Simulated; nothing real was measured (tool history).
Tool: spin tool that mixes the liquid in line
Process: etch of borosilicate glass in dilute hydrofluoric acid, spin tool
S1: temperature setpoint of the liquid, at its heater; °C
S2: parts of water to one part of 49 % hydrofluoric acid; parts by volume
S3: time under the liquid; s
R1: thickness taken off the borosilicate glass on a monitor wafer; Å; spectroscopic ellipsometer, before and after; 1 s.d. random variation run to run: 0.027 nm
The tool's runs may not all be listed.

Run 1, hour 0: S1 21 °C, S2 115 parts by volume, S3 15 s. Result: R1 31.254 Å.
Run 2, hour 8.7: S1 22 °C, S2 105 parts by volume, S3 15 s. Result: R1 36.092 Å.
Run 3, hour 17.2: S1 22 °C, S2 105 parts by volume, S3 15 s. Result: R1 36.153 Å.
Run 4, hour 24: S1 23 °C, S2 100 parts by volume, S3 15 s. Result: R1 39.506 Å.
Run 5, hour 29.1: S1 23 °C, S2 100 parts by volume, S3 15 s. Result: R1 39.714 Å.
Run 6, hour 35.8: S1 23 °C, S2 120 parts by volume, S3 15 s. Result: R1 32.219 Å.
Run 7, hour 38.1: S1 27 °C, S2 70 parts by volume, S3 15 s. Result: R1 68.452 Å.
Run 8, hour 45.9: S1 27.5 °C, S2 70 parts by volume, S3 15 s. Result: R1 70.467 Å.
Run 9, hour 50.3: S1 28.5 °C, S2 70 parts by volume, S3 15 s. Result: R1 72.895 Å.

What does the tool deliver on the next run?
Run 10, hour 57.2: S1 29 °C, S2 70 parts by volume, S3 15 s. Result: R1 ?.

{"run 10": {"R1": 74.685}}

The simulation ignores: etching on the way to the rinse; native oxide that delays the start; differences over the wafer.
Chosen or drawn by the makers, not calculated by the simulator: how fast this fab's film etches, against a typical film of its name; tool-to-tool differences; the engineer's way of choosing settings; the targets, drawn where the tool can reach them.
